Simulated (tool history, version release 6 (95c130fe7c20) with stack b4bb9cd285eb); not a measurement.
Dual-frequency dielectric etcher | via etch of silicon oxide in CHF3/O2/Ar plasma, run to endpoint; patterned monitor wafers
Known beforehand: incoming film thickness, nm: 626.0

run	hour	source power (W)	bias power (W)	endpoint time (s)
1	0.0	560	159	300.72
2	4.7	560	181	292.50
3	11.9	520	166	310.47
4	18.4	520	141	324.18
5	21.4	490	138	334.49
6	30.5	490	166	320.75
7	34.1	460	163	333.22

Predict the results of run 8:
8	41.0	350	140	?

{"run 8": {"endpoint time (s)": 402.14}}

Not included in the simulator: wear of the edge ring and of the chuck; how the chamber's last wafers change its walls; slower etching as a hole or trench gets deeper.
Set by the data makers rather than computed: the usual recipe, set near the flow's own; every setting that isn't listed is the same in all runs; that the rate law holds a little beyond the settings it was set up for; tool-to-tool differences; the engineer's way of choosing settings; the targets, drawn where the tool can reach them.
